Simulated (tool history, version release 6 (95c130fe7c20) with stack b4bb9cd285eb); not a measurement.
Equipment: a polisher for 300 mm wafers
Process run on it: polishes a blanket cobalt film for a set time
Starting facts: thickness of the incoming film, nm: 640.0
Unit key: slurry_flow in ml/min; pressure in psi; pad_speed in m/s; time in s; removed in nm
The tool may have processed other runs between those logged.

| run | hour | slurry_flow | pressure | pad_speed | time | removed |
|---|---|---|---|---|---|---|
| 1 | 0 | 165 | 1.5 | 1.04 | 33 | 105.95 |
| 2 | 8.6 | 165 | 1.3 | 1.04 | 33 | 97.025 |
| 3 | 16.3 | 165 | 1.3 | 1.04 | 33 | 97.524 |
| 4 | 23.7 | 170 | 1.5 | 1.06 | 33 | 109.8 |
| 5 | 28.6 | 175 | 1.6 | 1.06 | 33 | 113.28 |
| 6 | 32.1 | 175 | 1.6 | 1.2 | 33 | 127.73 |

Run 7 is up next; what results do you expect?
| 7 | 40.4 | 175 | 1.7 | 1.2 | 33 | ? |

removed: 131.64 nm
